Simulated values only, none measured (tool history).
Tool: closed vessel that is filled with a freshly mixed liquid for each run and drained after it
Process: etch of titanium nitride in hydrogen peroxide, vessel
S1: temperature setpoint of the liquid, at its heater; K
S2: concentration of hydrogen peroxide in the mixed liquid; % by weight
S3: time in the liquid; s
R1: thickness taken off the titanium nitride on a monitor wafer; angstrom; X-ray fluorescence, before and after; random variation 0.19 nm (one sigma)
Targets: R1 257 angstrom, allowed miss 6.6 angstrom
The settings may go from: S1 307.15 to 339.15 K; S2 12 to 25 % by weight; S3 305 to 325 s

run	hour	S1	S2	S3	R1
1	0	323.15	17	305	143.53
2	7.4	323.15	17	305	146.21
3	15.4	325.15	17	305	167.86
4	20.2	326.65	17	305	186.94
5	22	327.65	17	305	198.43
6	26.6	327.65	14.5	305	191.4
7	34.2	328.65	14.5	305	208.14
8	35.4	329.65	14.5	305	222.26
9	39.2	330.15	14.5	305	230.97
10	47.4	330.65	14.5	305	236.59
11	49.8	331.15	14.5	305	246.03

4 next moves are on the table. One of them brings every result within its allowed miss. Which?
A	52.2	330.65	16	305	?
B	52.2	331.65	12.5	305	?
C	52.2	331.15	19	305	?
D	52.2	330.65	15.5	310	?

move	R1
A	239.11
B	243.2
C	256.69
D	241.41
A: further off than the last run
B: further off than the last run
C: meets every target
D: further off than the last run
The right move is C.
